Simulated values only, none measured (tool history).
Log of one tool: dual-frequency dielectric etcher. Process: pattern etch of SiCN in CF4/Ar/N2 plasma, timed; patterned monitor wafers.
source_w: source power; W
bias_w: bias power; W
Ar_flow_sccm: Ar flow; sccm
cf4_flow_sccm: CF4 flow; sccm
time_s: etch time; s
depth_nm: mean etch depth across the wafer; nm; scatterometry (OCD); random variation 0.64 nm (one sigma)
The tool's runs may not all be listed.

{"run": 1, "hour": 0.0, "source_w": 390, "bias_w": 56, "Ar_flow_sccm": 137, "cf4_flow_sccm": 65, "time_s": 108.0, "depth_nm": 68.552}
{"run": 2, "hour": 3.3, "source_w": 390, "bias_w": 56, "Ar_flow_sccm": 137, "cf4_flow_sccm": 69, "time_s": 108.0, "depth_nm": 69.265}
{"run": 3, "hour": 6.8, "source_w": 390, "bias_w": 56, "Ar_flow_sccm": 119, "cf4_flow_sccm": 69, "time_s": 108.0, "depth_nm": 69.271}
{"run": 4, "hour": 13.0, "source_w": 440, "bias_w": 57, "Ar_flow_sccm": 119, "cf4_flow_sccm": 69, "time_s": 108.0, "depth_nm": 80.369}
{"hour": 14.7, "done": "source power generator calibrated"}
{"run": 5, "hour": 14.7, "source_w": 470, "bias_w": 57, "Ar_flow_sccm": 119, "cf4_flow_sccm": 69, "time_s": 108.0, "depth_nm": 89.183}
{"run": 6, "hour": 16.4, "source_w": 470, "bias_w": 57, "Ar_flow_sccm": 131, "cf4_flow_sccm": 69, "time_s": 108.0, "depth_nm": 88.467}
{"run": 7, "hour": 23.4, "source_w": 480, "bias_w": 57, "Ar_flow_sccm": 131, "cf4_flow_sccm": 69, "time_s": 108.0, "depth_nm": 91.023}
{"run": 8, "hour": 29.9, "source_w": 490, "bias_w": 57, "Ar_flow_sccm": 131, "cf4_flow_sccm": 69, "time_s": 108.0, "depth_nm": 92.298}
{"run": 9, "hour": 38.5, "source_w": 500, "bias_w": 57, "Ar_flow_sccm": 131, "cf4_flow_sccm": 69, "time_s": 108.0, "depth_nm": 94.374}
{"run": 10, "hour": 43.6, "source_w": 510, "bias_w": 57, "Ar_flow_sccm": 131, "cf4_flow_sccm": 69, "time_s": 108.0, "depth_nm": 95.539}

Forecast run 11:
{"run": 11, "hour": 44.9, "source_w": 510, "bias_w": 57, "Ar_flow_sccm": 131, "cf4_flow_sccm": 69, "time_s": 108.0, "depth_nm": "?"}

{"run 11": {"depth_nm": 95.948}}

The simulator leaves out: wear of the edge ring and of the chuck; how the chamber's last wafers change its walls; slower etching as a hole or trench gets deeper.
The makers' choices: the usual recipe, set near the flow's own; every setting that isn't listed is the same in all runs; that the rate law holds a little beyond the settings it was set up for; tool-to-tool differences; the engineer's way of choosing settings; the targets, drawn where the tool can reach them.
